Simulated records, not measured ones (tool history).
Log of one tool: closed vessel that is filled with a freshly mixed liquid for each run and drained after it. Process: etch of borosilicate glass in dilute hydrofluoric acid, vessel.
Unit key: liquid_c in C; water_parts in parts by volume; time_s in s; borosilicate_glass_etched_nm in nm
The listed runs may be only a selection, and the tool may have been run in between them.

run  hour  liquid_c  water_parts  time_s  borosilicate_glass_etched_nm
  1     0        20          290      75                        7.8821
  2     9        20          190      75                        13.417
  3  14.2      19.5          235      75                        10.056
  4  17.7        19          265      75                        8.5998
  5  21.2      18.5          290      75                        7.5046
  6  23.4        22          290      75                        8.5164

Run 7 comes next. What will it give?
  7  24.5        21          310      75                             ?

For run 7 the tool returned borosilicate_glass_etched_nm 7.4895 nm.

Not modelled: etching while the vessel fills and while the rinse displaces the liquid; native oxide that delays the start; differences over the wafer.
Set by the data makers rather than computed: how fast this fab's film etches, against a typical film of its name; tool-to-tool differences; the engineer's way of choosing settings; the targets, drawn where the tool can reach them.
